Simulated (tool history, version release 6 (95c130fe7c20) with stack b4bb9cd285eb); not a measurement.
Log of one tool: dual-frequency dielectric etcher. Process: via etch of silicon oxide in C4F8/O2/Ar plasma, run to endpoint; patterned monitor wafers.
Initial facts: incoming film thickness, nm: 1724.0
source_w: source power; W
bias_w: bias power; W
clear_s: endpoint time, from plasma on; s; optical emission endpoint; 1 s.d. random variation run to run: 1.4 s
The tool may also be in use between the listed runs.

run 1 hour=0 | source_w=2460 bias_w=2673 | clear_s=266.28
run 2 hour=1.2 | source_w=2240 bias_w=2673 | clear_s=284.76
run 3 hour=3.5 | source_w=2420 bias_w=2701 | clear_s=272.59
run 4 hour=10.4 | source_w=2220 bias_w=2701 | clear_s=284.72
run 5 hour=13 | source_w=2220 bias_w=3036 | clear_s=273.49
run 6 hour=20.3 | source_w=2370 bias_w=3063 | clear_s=263.19

Run 7 has not been measured yet. What should we expect?
run 7 hour=21.6 | source_w=2470 bias_w=3080 | clear_s=?

For run 7 the tool returned clear_s 257.09 s.

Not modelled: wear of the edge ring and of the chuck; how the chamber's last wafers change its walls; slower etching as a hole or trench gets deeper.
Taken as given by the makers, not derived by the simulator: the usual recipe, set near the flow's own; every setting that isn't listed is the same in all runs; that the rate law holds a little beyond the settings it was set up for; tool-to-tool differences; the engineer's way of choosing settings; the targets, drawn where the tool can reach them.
